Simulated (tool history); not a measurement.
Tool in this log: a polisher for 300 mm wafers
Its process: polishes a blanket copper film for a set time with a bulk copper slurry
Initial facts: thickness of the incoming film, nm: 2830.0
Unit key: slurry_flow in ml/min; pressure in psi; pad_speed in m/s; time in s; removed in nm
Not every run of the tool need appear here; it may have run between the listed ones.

Run 1, hour 0: slurry_flow 260 ml/min, pressure 3.2 psi, pad_speed 1.06 m/s, slurry_solids 1, time 73 s. Result: removed 747.37 nm.
Run 2, hour 6.3: slurry_flow 260 ml/min, pressure 3.2 psi, pad_speed 1.06 m/s, slurry_solids 1, time 77 s. Result: removed 798.59 nm.
Run 3, hour 15.1: slurry_flow 260 ml/min, pressure 3.2 psi, pad_speed 1.06 m/s, slurry_solids 1, time 77 s. Result: removed 815.85 nm.
Run 4, hour 23.1: slurry_flow 310 ml/min, pressure 3.2 psi, pad_speed 1.06 m/s, slurry_solids 1, time 77 s. Result: removed 817.44 nm.
Run 5, hour 31.5: slurry_flow 310 ml/min, pressure 2.7 psi, pad_speed 1.06 m/s, slurry_solids 1, time 77 s. Result: removed 709.1 nm.
Run 6, hour 37.5: slurry_flow 310 ml/min, pressure 1.9 psi, pad_speed 1.06 m/s, slurry_solids 1, time 77 s. Result: removed 546.98 nm.

What does the tool deliver on the next run?
Run 7, hour 39: slurry_flow 310 ml/min, pressure 1.8 psi, pad_speed 0.96 m/s, slurry_solids 1, time 77 s. Result: removed ?.

Run 7 measured removed 468.61 nm.
